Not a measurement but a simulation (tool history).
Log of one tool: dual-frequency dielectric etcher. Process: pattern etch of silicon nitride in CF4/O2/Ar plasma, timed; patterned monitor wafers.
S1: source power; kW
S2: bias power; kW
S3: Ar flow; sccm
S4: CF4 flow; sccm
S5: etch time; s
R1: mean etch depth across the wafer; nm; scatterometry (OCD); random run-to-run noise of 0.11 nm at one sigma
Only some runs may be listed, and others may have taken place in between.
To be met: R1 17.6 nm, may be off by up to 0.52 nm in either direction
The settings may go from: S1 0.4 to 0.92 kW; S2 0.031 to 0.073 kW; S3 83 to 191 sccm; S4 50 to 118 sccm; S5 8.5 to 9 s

Run 1, hour 0: S1 0.66 kW, S2 0.052 kW, S3 137 sccm, S4 84 sccm, S5 9 s. Result: R1 20.915 nm.
Run 2, hour 6.9: S1 0.64 kW, S2 0.052 kW, S3 137 sccm, S4 84 sccm, S5 9 s. Result: R1 20.54 nm.
Run 3, hour 12.2: S1 0.64 kW, S2 0.049 kW, S3 137 sccm, S4 84 sccm, S5 9 s. Result: R1 20.121 nm.
Run 4, hour 19.8: S1 0.64 kW, S2 0.049 kW, S3 137 sccm, S4 96 sccm, S5 9 s. Result: R1 20.482 nm.
Run 5, hour 23.5: S1 0.64 kW, S2 0.042 kW, S3 137 sccm, S4 96 sccm, S5 9 s. Result: R1 19.592 nm.
Run 6, hour 27: S1 0.64 kW, S2 0.042 kW, S3 137 sccm, S4 82 sccm, S5 9 s. Result: R1 19.175 nm.
Run 7, hour 35.2: S1 0.63 kW, S2 0.042 kW, S3 137 sccm, S4 82 sccm, S5 9 s. Result: R1 18.763 nm.
Run 8, hour 40: S1 0.62 kW, S2 0.042 kW, S3 137 sccm, S4 82 sccm, S5 9 s. Result: R1 18.606 nm.
Run 9, hour 47.9: S1 0.61 kW, S2 0.042 kW, S3 137 sccm, S4 82 sccm, S5 9 s. Result: R1 18.584 nm.
Run 10, hour 53.4: S1 0.6 kW, S2 0.042 kW, S3 137 sccm, S4 82 sccm, S5 9 s. Result: R1 18.199 nm.

Exercise: of the 4 proposed moves below, exactly one satisfies all targets within the stated allowed misses. Which move is it?
Run A, hour 58.9: S1 0.58 kW, S2 0.057 kW, S3 113 sccm, S4 93 sccm, S5 8.5 s. Result: R1 ?.
Run B, hour 58.9: S1 0.65 kW, S2 0.039 kW, S3 141 sccm, S4 80 sccm, S5 9 s. Result: R1 ?.
Run C, hour 58.9: S1 0.66 kW, S2 0.051 kW, S3 174 sccm, S4 60 sccm, S5 9 s. Result: R1 ?.
Run D, hour 58.9: S1 0.62 kW, S2 0.047 kW, S3 161 sccm, S4 73 sccm, S5 8.5 s. Result: R1 ?.

move      R1
   A  19.006
   B  18.494
   C  18.672
   D  17.147
A: misses by more than the last run did
B: misses by more than the last run did
C: misses by more than the last run did
D: hits every target within its allowed miss
Go with D: it meets all targets.
